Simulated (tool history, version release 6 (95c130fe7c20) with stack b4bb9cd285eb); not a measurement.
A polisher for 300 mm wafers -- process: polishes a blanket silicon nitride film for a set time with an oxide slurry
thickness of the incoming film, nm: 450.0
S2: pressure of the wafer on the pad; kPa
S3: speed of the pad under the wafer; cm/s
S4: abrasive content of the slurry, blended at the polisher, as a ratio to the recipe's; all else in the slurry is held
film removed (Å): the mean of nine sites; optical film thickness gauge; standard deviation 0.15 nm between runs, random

Run 1, day 0: flow of slurry (ml/min) 150, S2 26.9 kPa, S3 84 cm/s, S4 1, polishing time (s) 26. Result: film removed (Å) 169.02.
Run 2, day 0.338: flow of slurry (ml/min) 150, S2 26.9 kPa, S3 84 cm/s, S4 1.15, polishing time (s) 26. Result: film removed (Å) 179.19.
Run 3, day 0.467: flow of slurry (ml/min) 160, S2 27.6 kPa, S3 84 cm/s, S4 1.15, polishing time (s) 26. Result: film removed (Å) 184.88.
Run 4, day 0.783: flow of slurry (ml/min) 165, S2 28.3 kPa, S3 84 cm/s, S4 1.15, polishing time (s) 26. Result: film removed (Å) 187.58.
Run 5, day 1.079: flow of slurry (ml/min) 165, S2 28.3 kPa, S3 84 cm/s, S4 1.25, polishing time (s) 26. Result: film removed (Å) 195.71.
Run 6, day 1.158: flow of slurry (ml/min) 165, S2 35.2 kPa, S3 84 cm/s, S4 1.25, polishing time (s) 26. Result: film removed (Å) 240.53.

Run 7, settings as shown, results not yet in. Your forecast:
Run 7, day 1.258: flow of slurry (ml/min) 165, S2 34.5 kPa, S3 84 cm/s, S4 1.25, polishing time (s) 26. Result: film removed (Å) ?.

Run 7 yielded film removed (Å) 236.89.
